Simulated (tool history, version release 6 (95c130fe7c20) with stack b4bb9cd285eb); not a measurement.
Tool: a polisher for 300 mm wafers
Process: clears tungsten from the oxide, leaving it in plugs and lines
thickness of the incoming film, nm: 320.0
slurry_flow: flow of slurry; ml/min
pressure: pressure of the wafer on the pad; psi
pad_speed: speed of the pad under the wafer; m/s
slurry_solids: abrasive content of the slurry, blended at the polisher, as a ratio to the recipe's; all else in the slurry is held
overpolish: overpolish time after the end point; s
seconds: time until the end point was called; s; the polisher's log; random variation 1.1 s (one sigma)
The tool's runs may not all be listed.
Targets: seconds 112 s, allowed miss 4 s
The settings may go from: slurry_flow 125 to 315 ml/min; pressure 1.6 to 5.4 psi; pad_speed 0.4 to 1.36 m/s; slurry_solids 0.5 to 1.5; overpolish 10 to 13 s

| run | day | slurry_flow | pressure | pad_speed | slurry_solids | overpolish | seconds |
|---|---|---|---|---|---|---|---|
| 1 | 0 | 205 | 3.5 | 0.88 | 1 | 13 | 94.475 |
| 2 | 0.312 | 205 | 3.5 | 0.96 | 1 | 13 | 87.011 |
| 3 | 0.4 | 205 | 3.3 | 0.96 | 1 | 13 | 90.83 |
| 4 | 0.692 | 205 | 3.1 | 0.96 | 1 | 13 | 95.781 |
| 5 | 0.954 | 205 | 3.7 | 0.96 | 1 | 13 | 84.808 |
| 6 | 1.075 | 205 | 3.4 | 0.96 | 1 | 13 | 89.116 |
| 7 | 1.2 | 205 | 3.1 | 0.96 | 1 | 13 | 95.776 |
| 8 | 1.367 | 205 | 2.9 | 0.96 | 1 | 13 | 100.06 |
| 9 | 1.554 | 205 | 2.8 | 0.96 | 1 | 13 | 105.16 |
| 10 | 1.692 | 205 | 2.7 | 0.96 | 1 | 13 | 105.54 |

Which of these 4 next moves meets every target?
| A | 1.829 | 240 | 3 | 0.86 | 0.85 | 12 | ? |
| B | 1.829 | 210 | 2.9 | 0.96 | 0.95 | 13 | ? |
| C | 1.829 | 195 | 2.8 | 0.96 | 1.1 | 10 | ? |
| D | 1.829 | 190 | 2.6 | 1.06 | 0.95 | 13 | ? |

| move | seconds |
|---|---|
| A | 113.11 |
| B | 102.9 |
| C | 102.16 |
| D | 102.87 |
A: meets every target
B: further off than the last run
C: further off than the last run
D: further off than the last run
The right move is A.
